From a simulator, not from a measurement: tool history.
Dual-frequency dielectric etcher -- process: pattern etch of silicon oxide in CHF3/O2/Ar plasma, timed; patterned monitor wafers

run    day  source power (kW)  bias power (kW)  etch time (s)  mean etch depth across the wafer (angstrom)
  1  0.000              0.800            0.211          761.5                                        17489
  2  0.092              0.800            0.175          761.5                                        16187
  3  0.138              0.930            0.175          761.5                                        17018
  4  0.271              0.840            0.175          761.5                                        16471
     0.633  -- source power generator calibrated
  5  0.633              0.880            0.185          764.5                                        17536
  6  0.817              0.920            0.187          765.0                                        17824
  7  1.188              0.950            0.189          765.5                                        18138
  8  1.283              0.980            0.191          766.0                                        18424

What does the tool deliver on the next run?
  9  1.358              1.000            0.194          766.5                                            ?

mean etch depth across the wafer (angstrom): 18664
